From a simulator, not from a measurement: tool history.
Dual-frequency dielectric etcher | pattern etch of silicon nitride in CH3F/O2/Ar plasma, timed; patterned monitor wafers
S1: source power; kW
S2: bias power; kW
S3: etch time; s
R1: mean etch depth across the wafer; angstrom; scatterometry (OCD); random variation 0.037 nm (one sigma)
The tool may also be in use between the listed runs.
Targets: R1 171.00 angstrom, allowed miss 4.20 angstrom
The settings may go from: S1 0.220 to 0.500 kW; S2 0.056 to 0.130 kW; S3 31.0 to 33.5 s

{"run": 1, "hour": 0.0, "S1": 0.36, "S2": 0.093, "S3": 33.5, "R1": 223.4}
{"run": 2, "hour": 5.8, "S1": 0.32, "S2": 0.093, "S3": 33.5, "R1": 208.91}
{"run": 3, "hour": 8.7, "S1": 0.32, "S2": 0.093, "S3": 31.0, "R1": 194.22}
{"run": 4, "hour": 11.8, "S1": 0.32, "S2": 0.085, "S3": 31.0, "R1": 189.9}
{"run": 5, "hour": 20.2, "S1": 0.35, "S2": 0.085, "S3": 31.0, "R1": 198.99}
{"run": 6, "hour": 22.2, "S1": 0.33, "S2": 0.084, "S3": 31.0, "R1": 192.83}
{"run": 7, "hour": 24.4, "S1": 0.33, "S2": 0.084, "S3": 31.0, "R1": 191.55}
{"run": 8, "hour": 26.7, "S1": 0.32, "S2": 0.083, "S3": 31.0, "R1": 189.17}
{"run": 9, "hour": 28.7, "S1": 0.32, "S2": 0.083, "S3": 31.0, "R1": 187.68}
{"run": 10, "hour": 35.6, "S1": 0.31, "S2": 0.082, "S3": 31.0, "R1": 184.43}
{"run": 11, "hour": 42.3, "S1": 0.3, "S2": 0.082, "S3": 31.0, "R1": 181.44}
{"run": 12, "hour": 43.3, "S1": 0.29, "S2": 0.082, "S3": 31.0, "R1": 178.03}
{"run": 13, "hour": 49.3, "S1": 0.29, "S2": 0.082, "S3": 31.0, "R1": 178.12}

4 next moves are on the table. One of them brings every result within its allowed miss. Which?
{"run": "A", "hour": 55.3, "S1": 0.26, "S2": 0.072, "S3": 32.5, "R1": "?"}
{"run": "B", "hour": 55.3, "S1": 0.34, "S2": 0.069, "S3": 32.0, "R1": "?"}
{"run": "C", "hour": 55.3, "S1": 0.28, "S2": 0.093, "S3": 32.0, "R1": "?"}
{"run": "D", "hour": 55.3, "S1": 0.28, "S2": 0.096, "S3": 31.5, "R1": "?"}

move=A R1=169.87
move=B R1=191.93
move=C R1=185.95
move=D R1=184.58
A: meets every target
B: further off than the last run
C: further off than the last run
D: further off than the last run
Answer: A
